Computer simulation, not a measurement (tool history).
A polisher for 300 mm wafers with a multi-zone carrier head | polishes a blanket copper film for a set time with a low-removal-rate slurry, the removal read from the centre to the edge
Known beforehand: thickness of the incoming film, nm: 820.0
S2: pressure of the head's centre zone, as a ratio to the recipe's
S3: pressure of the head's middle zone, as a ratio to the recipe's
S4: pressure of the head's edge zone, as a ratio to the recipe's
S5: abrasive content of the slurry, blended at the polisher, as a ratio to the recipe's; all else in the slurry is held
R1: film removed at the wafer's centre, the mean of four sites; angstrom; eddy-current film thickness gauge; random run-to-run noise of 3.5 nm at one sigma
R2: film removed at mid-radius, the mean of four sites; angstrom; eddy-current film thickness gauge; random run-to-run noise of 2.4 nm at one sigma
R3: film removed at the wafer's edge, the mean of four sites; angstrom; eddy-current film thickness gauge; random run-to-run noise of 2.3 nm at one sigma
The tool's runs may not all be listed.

Run 1, hour 0.0: flow of slurry (ml/min) 150, S2 1.00, S3 1.00, S4 1.00, S5 1.00, polishing time (s) 54. Result: R1 1903.9 angstrom, R2 1963.2 angstrom, R3 1950.5 angstrom.
Run 2, hour 2.5: flow of slurry (ml/min) 150, S2 1.00, S3 0.94, S4 1.00, S5 1.00, polishing time (s) 54. Result: R1 1956.3 angstrom, R2 1878.3 angstrom, R3 1930.2 angstrom.
Run 3, hour 3.7: flow of slurry (ml/min) 180, S2 1.00, S3 0.94, S4 1.00, S5 1.00, polishing time (s) 54. Result: R1 1955.4 angstrom, R2 1928.0 angstrom, R3 2027.7 angstrom.
Run 4, hour 12.5: flow of slurry (ml/min) 200, S2 1.00, S3 0.94, S4 1.00, S5 1.00, polishing time (s) 54. Result: R1 2029.4 angstrom, R2 1922.7 angstrom, R3 2047.0 angstrom.
Run 5, hour 20.5: flow of slurry (ml/min) 200, S2 1.01, S3 0.95, S4 1.02, S5 1.05, polishing time (s) 54. Result: R1 2094.4 angstrom, R2 2002.2 angstrom, R3 2062.2 angstrom.
Run 6, hour 23.4: flow of slurry (ml/min) 200, S2 1.00, S3 0.93, S4 1.03, S5 1.10, polishing time (s) 55. Result: R1 2178.7 angstrom, R2 1993.6 angstrom, R3 2150.0 angstrom.
Run 7, hour 25.1: flow of slurry (ml/min) 200, S2 1.00, S3 0.93, S4 1.03, S5 1.10, polishing time (s) 55. Result: R1 2114.3 angstrom, R2 2022.2 angstrom, R3 2152.9 angstrom.
Run 8, hour 32.0: flow of slurry (ml/min) 200, S2 1.01, S3 0.92, S4 1.04, S5 1.15, polishing time (s) 55. Result: R1 2214.7 angstrom, R2 2026.1 angstrom, R3 2191.9 angstrom.
Run 9, hour 35.8: flow of slurry (ml/min) 200, S2 1.01, S3 0.92, S4 1.04, S5 1.15, polishing time (s) 55. Result: R1 2189.7 angstrom, R2 2063.5 angstrom, R3 2149.2 angstrom.
Run 10, hour 44.5: flow of slurry (ml/min) 205, S2 1.01, S3 0.91, S4 1.05, S5 1.20, polishing time (s) 56. Result: R1 2273.7 angstrom, R2 2103.2 angstrom, R3 2275.6 angstrom.
Run 11, hour 51.6: flow of slurry (ml/min) 205, S2 1.02, S3 0.91, S4 1.06, S5 1.25, polishing time (s) 56. Result: R1 2319.4 angstrom, R2 2156.9 angstrom, R3 2307.6 angstrom.
Run 12, hour 53.4: flow of slurry (ml/min) 205, S2 1.03, S3 0.91, S4 1.07, S5 1.30, polishing time (s) 56. Result: R1 2400.6 angstrom, R2 2134.5 angstrom, R3 2348.5 angstrom.

Forecast run 13:
Run 13, hour 59.0: flow of slurry (ml/min) 220, S2 1.04, S3 1.00, S4 1.14, S5 1.50, polishing time (s) 57. Result: R1 ?, R2 ?, R3 ?.

{"run 13": {"R1": 2636.8, "R2": 2427.2, "R3": 2583.3}}

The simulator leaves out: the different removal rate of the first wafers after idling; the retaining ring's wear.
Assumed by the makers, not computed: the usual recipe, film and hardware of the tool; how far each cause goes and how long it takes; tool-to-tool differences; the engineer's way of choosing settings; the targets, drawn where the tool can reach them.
